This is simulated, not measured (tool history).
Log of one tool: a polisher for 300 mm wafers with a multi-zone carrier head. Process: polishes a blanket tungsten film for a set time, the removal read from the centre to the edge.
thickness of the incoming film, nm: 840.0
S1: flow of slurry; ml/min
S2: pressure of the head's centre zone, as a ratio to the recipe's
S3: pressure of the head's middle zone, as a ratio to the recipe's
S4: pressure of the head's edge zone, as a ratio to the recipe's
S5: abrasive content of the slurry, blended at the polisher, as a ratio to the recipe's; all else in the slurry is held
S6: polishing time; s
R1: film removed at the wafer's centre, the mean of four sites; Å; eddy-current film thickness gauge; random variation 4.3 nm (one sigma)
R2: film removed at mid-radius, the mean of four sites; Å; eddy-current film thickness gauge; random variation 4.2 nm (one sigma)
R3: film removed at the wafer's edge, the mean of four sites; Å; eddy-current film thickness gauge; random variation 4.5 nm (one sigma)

run,hour,S1,S2,S3,S4,S5,S6,R1,R2,R3
1,0.0,180,1.00,1.00,1.00,1.00,44,2830.9,2843.3,2826.5
2,6.9,135,1.00,1.00,1.00,1.00,44,2670.9,2768.4,2727.4
3,11.9,120,1.00,1.00,1.00,1.00,44,2668.9,2794.9,2722.5
4,19.3,130,1.00,0.99,1.04,1.15,45,2782.3,2917.1,2913.6
5,24.9,140,1.00,0.98,1.08,1.25,46,3027.2,2963.2,3135.9
6,33.8,140,0.94,0.98,1.08,1.25,46,2804.1,2961.0,3149.7
7,42.0,150,0.95,0.99,1.11,1.30,46,2957.9,3122.5,3231.5

The next listed run, before its measurement:
8,48.5,165,0.94,0.90,1.19,1.50,49,?,?,?

R1: 3166.8 Å
R2: 3077.9 Å
R3: 3816.7 Å

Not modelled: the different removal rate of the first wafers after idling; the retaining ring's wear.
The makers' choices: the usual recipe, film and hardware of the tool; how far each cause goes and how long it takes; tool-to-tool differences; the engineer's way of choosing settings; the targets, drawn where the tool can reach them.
